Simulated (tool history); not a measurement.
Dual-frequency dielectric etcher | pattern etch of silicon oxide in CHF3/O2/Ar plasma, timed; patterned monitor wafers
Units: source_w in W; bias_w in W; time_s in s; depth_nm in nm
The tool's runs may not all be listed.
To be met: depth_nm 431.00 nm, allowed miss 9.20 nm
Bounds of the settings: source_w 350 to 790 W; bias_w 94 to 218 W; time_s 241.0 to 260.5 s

run	hour	source_w	bias_w	time_s	depth_nm
1	0.0	570	156	260.5	471.29
2	0.8	570	170	260.5	483.04
3	5.5	500	170	260.5	456.88
4	11.7	480	169	260.5	446.55
5	15.9	550	169	260.5	474.88
6	24.3	600	169	260.5	493.47
7	32.2	550	166	260.0	472.79
8	39.2	550	166	260.0	473.40
9	48.1	520	164	259.5	459.53
10	52.8	500	162	259.0	445.59
11	53.5	490	161	259.0	442.85

5 next moves are on the table. One of them brings every result within its allowed miss. Which?
A	54.2	530	173	253.0	?
B	54.2	550	184	247.0	?
C	54.2	490	167	260.5	?
D	54.2	480	166	252.0	?
E	54.2	560	144	260.5	?

move	depth_nm
A	457.25
B	462.56
C	449.73
D	430.26
E	456.36
A: further off than the last run
B: further off than the last run
C: further off than the last run
D: meets every target
E: further off than the last run
The right move is D.

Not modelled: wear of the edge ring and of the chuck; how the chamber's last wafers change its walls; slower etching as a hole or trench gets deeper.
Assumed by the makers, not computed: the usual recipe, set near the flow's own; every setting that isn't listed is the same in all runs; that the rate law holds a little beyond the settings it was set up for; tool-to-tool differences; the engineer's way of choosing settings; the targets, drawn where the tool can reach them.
